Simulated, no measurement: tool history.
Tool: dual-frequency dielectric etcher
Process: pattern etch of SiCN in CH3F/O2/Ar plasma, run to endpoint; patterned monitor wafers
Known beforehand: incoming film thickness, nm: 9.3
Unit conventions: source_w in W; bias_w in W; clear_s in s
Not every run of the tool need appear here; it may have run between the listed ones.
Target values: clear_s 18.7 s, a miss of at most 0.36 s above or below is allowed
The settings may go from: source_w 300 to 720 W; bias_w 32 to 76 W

run    day  source_w  bias_w  clear_s
  1      0       510      54   23.263
  2  0.183       510      48   24.717
  3  0.208       470      48   25.989
  4  0.571       500      49   24.617
  5   0.65       440      49   26.816
  6  0.912       530      49   23.843
  7  1.217       550      49   23.492
  8    1.4       570      50    22.86
  9  1.462       590      51   22.088

Which single option among these 4 for the next run brings every result within its allowed miss of target? Just one does.
  A  1.525       580      75        ?
  B  1.525       700      56        ?
  C  1.525       710      66        ?
  D  1.525       630      61        ?

move  clear_s
   A   18.746
   B   19.448
   C    17.92
   D   19.745
A: every result within its allowed miss
B: closes in on the targets versus the last run, not all within tolerance yet
C: takes the biggest miss from the last run beyond its target
D: closes in on the targets versus the last run, not all within tolerance yet
Answer: A
